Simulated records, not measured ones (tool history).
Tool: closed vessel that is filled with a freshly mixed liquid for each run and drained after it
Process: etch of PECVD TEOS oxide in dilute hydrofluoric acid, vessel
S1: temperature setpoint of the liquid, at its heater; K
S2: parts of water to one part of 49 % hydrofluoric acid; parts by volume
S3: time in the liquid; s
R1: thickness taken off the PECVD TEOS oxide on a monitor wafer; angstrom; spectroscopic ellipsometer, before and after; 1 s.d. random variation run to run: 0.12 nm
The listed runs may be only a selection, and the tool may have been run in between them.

run 1 hour=0.0 | S1=294.15 S2=60 S3=40 | R1=90.421
run 2 hour=3.1 | S1=295.65 S2=60 S3=40 | R1=97.495
run 3 hour=10.4 | S1=295.65 S2=60 S3=40 | R1=98.757
run 4 hour=19.3 | S1=295.65 S2=60 S3=40 | R1=97.532
run 5 hour=25.5 | S1=296.65 S2=60 S3=40 | R1=101.550
run 6 hour=28.3 | S1=296.65 S2=45 S3=40 | R1=136.120

What will run 7 give?
run 7 hour=32.0 | S1=296.65 S2=45 S3=40 | R1=?

R1: 137.900 angstrom
